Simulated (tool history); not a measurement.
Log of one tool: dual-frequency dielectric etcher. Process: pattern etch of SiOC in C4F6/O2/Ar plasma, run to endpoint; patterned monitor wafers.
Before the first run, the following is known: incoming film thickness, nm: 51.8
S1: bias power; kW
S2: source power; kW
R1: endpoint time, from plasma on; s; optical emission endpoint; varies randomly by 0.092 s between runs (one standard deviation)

Run 1, day 0.000: S1 0.349 kW, S2 0.340 kW. Result: R1 21.933 s.
Run 2, day 0.183: S1 0.349 kW, S2 0.390 kW. Result: R1 20.826 s.
Run 3, day 0.546: S1 0.365 kW, S2 0.390 kW. Result: R1 20.607 s.
Run 4, day 0.579: S1 0.381 kW, S2 0.390 kW. Result: R1 20.379 s.
Run 5, day 0.625: S1 0.381 kW, S2 0.430 kW. Result: R1 19.871 s.
Run 6, day 0.742: S1 0.381 kW, S2 0.400 kW. Result: R1 19.907 s.
Run 7, day 0.838: S1 0.388 kW, S2 0.400 kW. Result: R1 19.903 s.
Run 8, day 1.142: S1 0.396 kW, S2 0.400 kW. Result: R1 19.868 s.
Run 9, day 1.379: S1 0.405 kW, S2 0.400 kW. Result: R1 19.631 s.

Run 10 comes next. What will it give?
Run 10, day 1.467: S1 0.411 kW, S2 0.400 kW. Result: R1 ?.

{"run 10": {"R1": 19.565}}
